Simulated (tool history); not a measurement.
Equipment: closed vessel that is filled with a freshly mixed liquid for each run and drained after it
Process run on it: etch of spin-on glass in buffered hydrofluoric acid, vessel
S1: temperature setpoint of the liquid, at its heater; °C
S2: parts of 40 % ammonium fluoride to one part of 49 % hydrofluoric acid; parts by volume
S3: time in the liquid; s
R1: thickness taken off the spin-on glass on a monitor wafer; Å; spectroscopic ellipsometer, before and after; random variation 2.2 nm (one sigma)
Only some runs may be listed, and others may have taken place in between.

Run 1, day 0: S1 22 °C, S2 7.5 parts by volume, S3 95 s. Result: R1 1741 Å.
Run 2, day 0.071: S1 22 °C, S2 7.5 parts by volume, S3 100 s. Result: R1 1799 Å.
Run 3, day 0.175: S1 22 °C, S2 7.5 parts by volume, S3 95 s. Result: R1 1719.6 Å.
Run 4, day 0.212: S1 22 °C, S2 7.5 parts by volume, S3 100 s. Result: R1 1807.1 Å.
Run 5, day 0.388: S1 23.5 °C, S2 7.5 parts by volume, S3 100 s. Result: R1 1986.3 Å.
Run 6, day 0.508: S1 23.5 °C, S2 7.5 parts by volume, S3 100 s. Result: R1 1978.5 Å.
Run 7, day 0.862: S1 25 °C, S2 7.5 parts by volume, S3 100 s. Result: R1 2154.3 Å.
Run 8, day 1.225: S1 26 °C, S2 7.5 parts by volume, S3 100 s. Result: R1 2264.9 Å.
Run 9, day 1.375: S1 27 °C, S2 7.5 parts by volume, S3 100 s. Result: R1 2376.2 Å.

Run 10 comes next. What will it give?
Run 10, day 1.438: S1 27.5 °C, S2 7.5 parts by volume, S3 100 s. Result: R1 ?.

{"run 10": {"R1": 2457.1}}

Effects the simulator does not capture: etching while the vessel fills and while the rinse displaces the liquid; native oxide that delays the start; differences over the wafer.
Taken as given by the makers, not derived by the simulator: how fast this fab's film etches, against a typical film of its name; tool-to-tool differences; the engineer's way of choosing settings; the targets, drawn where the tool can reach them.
